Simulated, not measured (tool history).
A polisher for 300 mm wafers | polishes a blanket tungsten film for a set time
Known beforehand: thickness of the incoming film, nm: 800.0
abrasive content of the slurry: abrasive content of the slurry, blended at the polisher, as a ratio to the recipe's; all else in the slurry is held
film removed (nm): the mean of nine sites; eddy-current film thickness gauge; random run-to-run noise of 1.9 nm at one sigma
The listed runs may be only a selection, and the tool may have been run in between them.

run	hour	flow of slurry (ml/min)	pressure of the wafer on the pad (kPa)	speed of the pad under the wafer (m/s)	abrasive content of the slurry	polishing time (s)	film removed (nm)
1	0.0	320	26.9	1.00	1.0	80	451.89
2	1.5	320	24.8	1.00	1.0	80	419.79
3	9.2	345	24.8	1.00	1.0	80	425.44
4	16.5	345	24.8	1.14	1.0	80	486.49
5	23.1	340	22.8	1.12	1.0	80	433.39
6	26.9	340	26.2	1.12	1.0	80	492.92
7	31.3	335	18.6	1.08	1.0	80	358.57
8	33.2	330	17.9	1.08	1.0	80	346.42
9	33.7	325	17.2	1.08	1.0	80	332.25
10	38.4	315	16.5	1.08	1.0	80	320.29
11	46.3	315	16.5	1.08	1.0	80	320.49
12	47.9	300	16.5	1.08	1.0	80	318.88
13	49.2	290	16.5	1.08	1.0	80	322.24
14	54.5	290	15.9	1.08	1.0	80	308.76

Forecast run 15:
15	58.9	285	13.8	1.08	1.0	80	?

Run 15 gave film removed (nm) 275.81.
